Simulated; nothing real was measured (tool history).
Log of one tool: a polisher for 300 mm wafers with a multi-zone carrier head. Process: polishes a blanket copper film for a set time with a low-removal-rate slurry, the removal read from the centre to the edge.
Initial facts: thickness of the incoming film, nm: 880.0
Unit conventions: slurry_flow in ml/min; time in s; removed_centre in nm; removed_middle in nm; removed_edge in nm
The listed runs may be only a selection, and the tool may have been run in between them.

run	hour	slurry_flow	centre_zone	middle_zone	edge_zone	slurry_solids	time	removed_centre	removed_middle	removed_edge
1	0.0	175	1.00	1.00	1.00	1.00	48	99.306	107.980	104.210
2	2.3	175	1.02	0.98	0.97	0.90	45	94.743	97.805	94.649
3	3.9	170	1.03	0.96	0.94	0.80	43	88.159	89.437	86.745
4	6.1	170	1.03	0.96	0.94	0.80	38	75.976	77.518	76.436
5	14.7	170	1.03	0.96	0.88	0.80	38	78.132	78.755	76.156
6	23.2	170	1.03	0.96	0.95	0.80	38	77.349	78.924	78.860
7	24.9	165	1.05	0.95	0.92	0.75	38	78.227	76.014	72.669

Run 8, settings as shown, results not yet in. Your forecast:
8	33.2	125	1.08	0.87	0.91	0.70	38	?	?	?

removed_centre: 72.554 nm
removed_middle: 65.307 nm
removed_edge: 70.650 nm

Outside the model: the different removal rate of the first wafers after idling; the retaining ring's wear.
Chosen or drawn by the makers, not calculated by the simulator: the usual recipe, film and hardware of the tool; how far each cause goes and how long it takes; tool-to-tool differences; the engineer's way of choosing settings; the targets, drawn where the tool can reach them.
